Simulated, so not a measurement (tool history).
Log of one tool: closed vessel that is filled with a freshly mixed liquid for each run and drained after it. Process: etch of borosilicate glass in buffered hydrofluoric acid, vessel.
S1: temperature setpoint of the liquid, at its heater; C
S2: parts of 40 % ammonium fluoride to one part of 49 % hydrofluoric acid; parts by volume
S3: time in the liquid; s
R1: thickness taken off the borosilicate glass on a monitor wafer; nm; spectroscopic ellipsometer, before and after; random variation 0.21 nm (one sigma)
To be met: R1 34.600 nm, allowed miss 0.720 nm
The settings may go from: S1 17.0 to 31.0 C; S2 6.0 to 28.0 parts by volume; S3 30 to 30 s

run 1 hour=0.0 | S1=23.0 S2=17.0 S3=30 | R1=22.181
run 2 hour=5.7 | S1=23.0 S2=15.0 S3=30 | R1=24.723
run 3 hour=10.7 | S1=23.0 S2=10.0 S3=30 | R1=37.230
run 4 hour=13.0 | S1=23.0 S2=13.0 S3=30 | R1=28.425
run 5 hour=21.4 | S1=23.0 S2=13.0 S3=30 | R1=28.789
run 6 hour=22.2 | S1=23.0 S2=8.0 S3=30 | R1=45.655
run 7 hour=23.2 | S1=19.0 S2=8.0 S3=30 | R1=36.720
run 8 hour=27.6 | S1=18.5 S2=8.0 S3=30 | R1=35.394

4 next moves are on the table. One of them brings every result within its allowed miss. Which?
run A hour=32.0 | S1=17.0 S2=8.0 S3=30 | R1=?
run B hour=32.0 | S1=20.5 S2=10.0 S3=30 | R1=?
run C hour=32.0 | S1=20.5 S2=8.5 S3=30 | R1=?
run D hour=32.0 | S1=18.0 S2=8.0 S3=30 | R1=?

move=A R1=32.736
move=B R1=32.548
move=C R1=37.113
move=D R1=34.601
A: takes the result that was furthest off past its target
B: takes the result that was furthest off past its target
C: further off than the last run
D: meets every target
Answer: D
